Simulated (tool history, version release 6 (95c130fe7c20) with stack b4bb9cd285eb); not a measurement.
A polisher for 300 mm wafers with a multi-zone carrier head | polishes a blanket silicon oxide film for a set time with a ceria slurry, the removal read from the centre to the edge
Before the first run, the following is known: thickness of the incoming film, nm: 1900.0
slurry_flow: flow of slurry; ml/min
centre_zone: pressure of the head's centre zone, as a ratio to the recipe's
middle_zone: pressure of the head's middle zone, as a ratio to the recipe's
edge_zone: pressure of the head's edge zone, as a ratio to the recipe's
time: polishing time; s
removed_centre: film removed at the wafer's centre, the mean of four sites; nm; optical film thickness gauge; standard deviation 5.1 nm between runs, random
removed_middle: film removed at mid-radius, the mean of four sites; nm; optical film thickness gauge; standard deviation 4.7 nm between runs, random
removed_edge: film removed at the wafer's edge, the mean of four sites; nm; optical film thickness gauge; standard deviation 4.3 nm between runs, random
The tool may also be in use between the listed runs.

{"run": 1, "day": 0.0, "slurry_flow": 240, "centre_zone": 1, "middle_zone": 1, "edge_zone": 1, "time": 65, "removed_centre": 280.04, "removed_middle": 279.19, "removed_edge": 272.03}
{"run": 2, "day": 0.271, "slurry_flow": 245, "centre_zone": 1.01, "middle_zone": 1, "edge_zone": 1.02, "time": 69, "removed_centre": 303.94, "removed_middle": 288.33, "removed_edge": 290.52}
{"run": 3, "day": 0.35, "slurry_flow": 270, "centre_zone": 1.01, "middle_zone": 1, "edge_zone": 1.02, "time": 69, "removed_centre": 302.81, "removed_middle": 304.44, "removed_edge": 292.85}
{"run": 4, "day": 0.621, "slurry_flow": 270, "centre_zone": 1.01, "middle_zone": 1, "edge_zone": 0.97, "time": 69, "removed_centre": 303.96, "removed_middle": 290.82, "removed_edge": 283}
{"run": 5, "day": 0.858, "slurry_flow": 265, "centre_zone": 1.01, "middle_zone": 1, "edge_zone": 0.99, "time": 72, "removed_centre": 322.84, "removed_middle": 307.4, "removed_edge": 305.29}
{"run": 6, "day": 1.204, "slurry_flow": 265, "centre_zone": 1.01, "middle_zone": 1, "edge_zone": 1, "time": 74, "removed_centre": 332.22, "removed_middle": 313.99, "removed_edge": 313.5}
{"run": 7, "day": 1.583, "slurry_flow": 265, "centre_zone": 1.01, "middle_zone": 1, "edge_zone": 1.02, "time": 76, "removed_centre": 323.45, "removed_middle": 315.95, "removed_edge": 321.23}
{"run": 8, "day": 1.833, "slurry_flow": 265, "centre_zone": 1.03, "middle_zone": 1.01, "edge_zone": 1.03, "time": 78, "removed_centre": 348.77, "removed_middle": 330.7, "removed_edge": 334.71}

Run 9 is up next; what results do you expect?
{"run": 9, "day": 2.117, "slurry_flow": 265, "centre_zone": 1.04, "middle_zone": 1.01, "edge_zone": 1.04, "time": 80, "removed_centre": "?", "removed_middle": "?", "removed_edge": "?"}

Run 9 produced removed_centre 356.94 nm, removed_middle 348.05 nm, removed_edge 340.21 nm.

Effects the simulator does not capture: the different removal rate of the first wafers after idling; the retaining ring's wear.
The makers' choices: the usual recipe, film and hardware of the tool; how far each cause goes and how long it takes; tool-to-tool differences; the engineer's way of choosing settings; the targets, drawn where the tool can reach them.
